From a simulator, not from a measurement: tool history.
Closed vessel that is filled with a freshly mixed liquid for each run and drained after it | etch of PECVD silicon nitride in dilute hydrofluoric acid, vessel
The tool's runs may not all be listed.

run  hour  temperature setpoint of the liquid (C)  parts of water to one part of 49 % hydrofluoric acid (parts by volume)  time in the liquid (s)  thickness taken off the PECVD silicon nitride on a monitor wafer (nm)
  1     0                                      23                                                                      70                     555                                                                 44.862
  2   1.7                                      23                                                                      85                     555                                                                 36.835
  3   5.3                                      23                                                                     100                     555                                                                  31.47
  4   6.8                                    25.5                                                                      90                     555                                                                 41.337
  5  12.4                                    25.5                                                                     115                     555                                                                 31.981
  6  13.8                                      27                                                                     100                     555                                                                 40.662

Forecast run 7:
  7  20.2                                      28                                                                      90                     555                                                                      ?

Run 7 gave thickness taken off the PECVD silicon nitride on a monitor wafer (nm) 48.23.
